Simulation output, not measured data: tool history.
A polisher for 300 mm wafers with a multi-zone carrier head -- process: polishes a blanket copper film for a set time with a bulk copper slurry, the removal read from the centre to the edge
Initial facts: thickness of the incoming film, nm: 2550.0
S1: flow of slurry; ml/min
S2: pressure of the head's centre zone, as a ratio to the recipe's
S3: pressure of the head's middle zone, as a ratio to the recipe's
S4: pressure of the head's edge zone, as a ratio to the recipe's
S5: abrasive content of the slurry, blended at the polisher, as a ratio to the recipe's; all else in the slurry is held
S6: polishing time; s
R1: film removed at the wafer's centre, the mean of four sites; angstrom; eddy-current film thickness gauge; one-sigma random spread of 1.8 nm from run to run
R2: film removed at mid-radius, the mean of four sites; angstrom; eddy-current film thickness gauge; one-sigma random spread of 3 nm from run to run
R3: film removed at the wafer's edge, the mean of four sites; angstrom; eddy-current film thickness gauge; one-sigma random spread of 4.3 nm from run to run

{"run": 1, "hour": 0.0, "S1": 250, "S2": 1.0, "S3": 1.0, "S4": 1.0, "S5": 1.0, "S6": 57, "R1": 5274.1, "R2": 5230.7, "R3": 5503.4}
{"run": 2, "hour": 8.2, "S1": 250, "S2": 1.0, "S3": 1.0, "S4": 1.0, "S5": 1.1, "S6": 57, "R1": 5371.7, "R2": 5345.3, "R3": 5572.1}
{"run": 3, "hour": 13.8, "S1": 230, "S2": 0.94, "S3": 0.99, "S4": 0.99, "S5": 0.95, "S6": 51, "R1": 4367.0, "R2": 4529.2, "R3": 4879.4}
{"run": 4, "hour": 21.0, "S1": 215, "S2": 0.9, "S3": 0.99, "S4": 0.97, "S5": 0.8, "S6": 47, "R1": 3766.7, "R2": 4084.5, "R3": 4212.1}
{"run": 5, "hour": 24.0, "S1": 200, "S2": 0.87, "S3": 0.99, "S4": 1.0, "S5": 0.7, "S6": 44, "R1": 3252.3, "R2": 3727.0, "R3": 3902.4}
{"run": 6, "hour": 32.4, "S1": 200, "S2": 0.87, "S3": 0.99, "S4": 1.05, "S5": 0.7, "S6": 44, "R1": 3241.9, "R2": 3726.1, "R3": 3926.7}
{"run": 7, "hour": 36.5, "S1": 190, "S2": 0.85, "S3": 0.97, "S4": 1.05, "S5": 0.65, "S6": 43, "R1": 3044.2, "R2": 3564.5, "R3": 3914.9}

Estimate the outcome of run 8 from the log above:
{"run": 8, "hour": 44.7, "S1": 190, "S2": 0.84, "S3": 0.96, "S4": 1.03, "S5": 0.6, "S6": 42, "R1": "?", "R2": "?", "R3": "?"}

R1: 2921.5 angstrom
R2: 3362.3 angstrom
R3: 3744.1 angstrom
